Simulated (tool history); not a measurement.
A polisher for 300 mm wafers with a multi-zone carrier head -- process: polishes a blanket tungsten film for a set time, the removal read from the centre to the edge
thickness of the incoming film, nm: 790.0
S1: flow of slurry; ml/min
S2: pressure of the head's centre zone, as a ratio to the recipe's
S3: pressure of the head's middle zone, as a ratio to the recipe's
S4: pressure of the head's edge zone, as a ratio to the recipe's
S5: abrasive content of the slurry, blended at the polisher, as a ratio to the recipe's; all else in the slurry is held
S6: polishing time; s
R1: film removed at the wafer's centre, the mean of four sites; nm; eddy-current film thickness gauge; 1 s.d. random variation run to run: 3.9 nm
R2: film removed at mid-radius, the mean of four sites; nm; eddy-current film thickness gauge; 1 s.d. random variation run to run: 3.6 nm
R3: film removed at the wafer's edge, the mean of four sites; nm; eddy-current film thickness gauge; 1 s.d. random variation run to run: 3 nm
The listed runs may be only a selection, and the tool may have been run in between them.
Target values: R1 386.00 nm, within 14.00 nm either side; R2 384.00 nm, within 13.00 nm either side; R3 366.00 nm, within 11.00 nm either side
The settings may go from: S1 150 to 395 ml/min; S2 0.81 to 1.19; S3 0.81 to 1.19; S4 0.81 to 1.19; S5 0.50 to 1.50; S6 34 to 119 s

run,hour,S1,S2,S3,S4,S5,S6,R1,R2,R3
1,0.0,250,1.00,1.00,1.00,1.00,76,292.05,310.37,300.07
2,4.5,265,1.04,1.03,1.04,1.10,77,327.00,328.17,320.48
3,7.8,280,1.05,1.07,1.08,1.15,77,333.45,354.49,329.30
4,14.8,280,1.05,1.07,1.08,1.15,59,253.28,267.96,247.97
5,16.4,280,1.05,1.10,1.08,1.15,59,251.83,274.38,250.06
6,22.4,280,1.05,1.10,1.08,1.30,59,257.27,286.74,258.26
7,23.3,315,1.15,1.07,1.18,1.50,81,407.36,394.83,390.15
8,26.1,305,1.14,1.07,1.16,1.45,81,398.30,394.20,388.97
9,30.0,315,1.16,1.08,1.09,1.25,79,382.43,370.21,349.83

Next run, 5 choices. One meets every target within its allowed miss, the rest don't. Which?
A,33.9,380,1.19,1.12,1.09,1.10,78,?,?,?
B,33.9,385,1.16,1.11,1.19,1.25,78,?,?,?
C,33.9,310,1.16,1.02,1.16,1.20,81,?,?,?
D,33.9,335,0.99,0.97,1.19,1.45,81,?,?,?
E,33.9,335,0.98,1.01,1.19,1.50,81,?,?,?

move,R1,R2,R3
A,373.88,370.61,338.11
B,378.05,380.47,365.16
C,378.84,356.10,364.77
D,348.70,361.72,390.56
E,348.74,377.43,393.78
A: the biggest miss grows against the last run
B: meets every target
C: the furthest-off result lands on target, but another misses its tolerance
D: moves the result that the last run missed by most past its target, out the other side
E: moves the result that the last run missed by most past its target, out the other side
Move B is the one to make.
